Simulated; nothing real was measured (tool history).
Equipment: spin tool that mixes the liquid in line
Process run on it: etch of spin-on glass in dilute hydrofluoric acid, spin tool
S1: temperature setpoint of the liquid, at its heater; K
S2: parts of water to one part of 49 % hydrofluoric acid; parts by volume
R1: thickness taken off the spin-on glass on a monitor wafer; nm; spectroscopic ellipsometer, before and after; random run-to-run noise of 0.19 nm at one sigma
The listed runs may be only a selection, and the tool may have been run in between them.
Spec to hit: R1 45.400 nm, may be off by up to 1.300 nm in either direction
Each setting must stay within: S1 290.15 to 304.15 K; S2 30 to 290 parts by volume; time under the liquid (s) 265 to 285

run 1 hour=0.0 | S1=296.15 S2=160 time_under_the_liquid_(s)=265 | R1=54.646
run 2 hour=1.9 | S1=295.65 S2=160 time_under_the_liquid_(s)=265 | R1=53.592
run 3 hour=10.6 | S1=295.65 S2=160 time_under_the_liquid_(s)=285 | R1=57.819
run 4 hour=18.2 | S1=295.65 S2=140 time_under_the_liquid_(s)=285 | R1=66.914
run 5 hour=23.4 | S1=295.65 S2=140 time_under_the_liquid_(s)=265 | R1=62.886
run 6 hour=27.1 | S1=295.65 S2=140 time_under_the_liquid_(s)=265 | R1=63.146
run 7 hour=29.4 | S1=294.65 S2=145 time_under_the_liquid_(s)=265 | R1=58.168
run 8 hour=38.3 | S1=294.15 S2=150 time_under_the_liquid_(s)=265 | R1=54.807
run 9 hour=46.5 | S1=294.15 S2=150 time_under_the_liquid_(s)=265 | R1=54.783
run 10 hour=51.5 | S1=293.65 S2=150 time_under_the_liquid_(s)=265 | R1=53.579

Of the 4 settings listed for the next run, only one would bring every result within its allowed miss of target. Which one?
run A hour=56.5 | S1=295.15 S2=195 time_under_the_liquid_(s)=285 | R1=?
run B hour=56.5 | S1=299.65 S2=220 time_under_the_liquid_(s)=265 | R1=?
run C hour=56.5 | S1=296.65 S2=155 time_under_the_liquid_(s)=265 | R1=?
run D hour=56.5 | S1=290.15 S2=160 time_under_the_liquid_(s)=265 | R1=?

move=A R1=44.645
move=B R1=42.250
move=C R1=57.729
move=D R1=43.033
A: hits every target within its allowed miss
B: moves the result that the last run missed by most past its target, out the other side
C: misses by more than the last run did
D: moves the result that the last run missed by most past its target, out the other side
Answer: A
